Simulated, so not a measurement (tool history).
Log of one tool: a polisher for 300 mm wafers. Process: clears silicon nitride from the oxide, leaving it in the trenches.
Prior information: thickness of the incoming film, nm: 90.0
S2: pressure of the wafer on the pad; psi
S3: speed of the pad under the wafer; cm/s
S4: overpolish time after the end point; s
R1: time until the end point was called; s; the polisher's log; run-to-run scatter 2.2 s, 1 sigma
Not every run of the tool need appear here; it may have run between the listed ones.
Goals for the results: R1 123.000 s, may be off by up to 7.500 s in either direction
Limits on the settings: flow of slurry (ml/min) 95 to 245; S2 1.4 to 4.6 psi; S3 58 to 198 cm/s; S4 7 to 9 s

Run 1, hour 0.0: flow of slurry (ml/min) 155, S2 3.0 psi, S3 128 cm/s, S4 9 s. Result: R1 89.618 s.
Run 2, hour 7.3: flow of slurry (ml/min) 125, S2 3.0 psi, S3 128 cm/s, S4 9 s. Result: R1 92.868 s.
Run 3, hour 14.2: flow of slurry (ml/min) 125, S2 3.3 psi, S3 128 cm/s, S4 9 s. Result: R1 83.196 s.
Run 4, hour 21.0: flow of slurry (ml/min) 125, S2 4.0 psi, S3 128 cm/s, S4 9 s. Result: R1 69.225 s.
Run 5, hour 24.4: flow of slurry (ml/min) 125, S2 3.6 psi, S3 124 cm/s, S4 9 s. Result: R1 78.257 s.
Run 6, hour 27.5: flow of slurry (ml/min) 125, S2 3.3 psi, S3 122 cm/s, S4 9 s. Result: R1 87.537 s.
Run 7, hour 32.1: flow of slurry (ml/min) 125, S2 3.1 psi, S3 120 cm/s, S4 9 s. Result: R1 93.319 s.
Run 8, hour 40.3: flow of slurry (ml/min) 125, S2 3.1 psi, S3 120 cm/s, S4 9 s. Result: R1 94.196 s.
Run 9, hour 42.6: flow of slurry (ml/min) 125, S2 2.9 psi, S3 118 cm/s, S4 9 s. Result: R1 99.883 s.
Run 10, hour 43.3: flow of slurry (ml/min) 125, S2 2.8 psi, S3 116 cm/s, S4 9 s. Result: R1 103.560 s.
Run 11, hour 50.3: flow of slurry (ml/min) 125, S2 2.2 psi, S3 112 cm/s, S4 9 s. Result: R1 135.400 s.
Run 12, hour 51.1: flow of slurry (ml/min) 125, S2 2.2 psi, S3 112 cm/s, S4 9 s. Result: R1 136.120 s.

Next run, 4 choices. One meets every target within its allowed miss, the rest don't. Which?
Run A, hour 51.9: flow of slurry (ml/min) 125, S2 2.1 psi, S3 98 cm/s, S4 7 s. Result: R1 ?.
Run B, hour 51.9: flow of slurry (ml/min) 100, S2 2.0 psi, S3 132 cm/s, S4 9 s. Result: R1 ?.
Run C, hour 51.9: flow of slurry (ml/min) 145, S2 2.0 psi, S3 144 cm/s, S4 7 s. Result: R1 ?.
Run D, hour 51.9: flow of slurry (ml/min) 120, S2 1.8 psi, S3 102 cm/s, S4 9 s. Result: R1 ?.

move       R1
   A  155.880
   B  145.560
   C  126.680
   D  178.350
A: lands further from the targets than the last run did
B: lands further from the targets than the last run did
C: every result lands within tolerance
D: lands further from the targets than the last run did
The move that meets every target is C.
